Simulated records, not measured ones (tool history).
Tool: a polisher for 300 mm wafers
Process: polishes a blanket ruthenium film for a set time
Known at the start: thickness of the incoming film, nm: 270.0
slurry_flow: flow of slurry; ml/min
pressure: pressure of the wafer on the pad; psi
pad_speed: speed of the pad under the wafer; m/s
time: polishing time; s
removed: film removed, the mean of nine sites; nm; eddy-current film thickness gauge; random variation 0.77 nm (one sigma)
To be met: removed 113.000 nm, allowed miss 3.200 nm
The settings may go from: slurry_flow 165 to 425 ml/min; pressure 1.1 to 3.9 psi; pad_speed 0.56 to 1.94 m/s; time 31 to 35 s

run  hour  slurry_flow  pressure  pad_speed  time  removed
  1   0.0          275       2.5       1.24    35   62.510
  2   2.4          280       3.0       1.26    35   75.283
  3   6.2          310       3.0       1.26    35   76.410
  4  15.0          310       3.0       1.26    35   75.923
  5  23.0          310       3.0       1.26    35   77.034
  6  29.3          310       3.0       1.26    35   76.879
     31.9  -- head pressure recalibrated
  7  31.9          315       3.3       1.28    35   91.683
  8  36.6          315       3.4       1.28    35   94.802
  9  38.2          315       3.5       1.28    35   95.943
 10  46.8          315       3.5       1.28    35   95.713
 11  55.3          320       3.9       1.28    35  106.880
 12  60.1          320       3.9       1.28    35  107.980
 13  67.2          330       3.9       1.28    35  108.610
 14  70.1          335       3.9       1.30    35  110.080

4 next moves are on the table. One of them brings every result within its allowed miss. Which?
  A  73.0          340       3.6       1.46    32        ?
  B  73.0          375       3.9       1.32    35        ?
  C  73.0          230       3.9       1.30    35        ?
  D  73.0          265       3.8       1.34    35        ?

move  removed
   A  103.020
   B  111.180
   C  105.610
   D  107.280
A: further off than the last run
B: meets every target
C: further off than the last run
D: further off than the last run
Move B is the one to make.
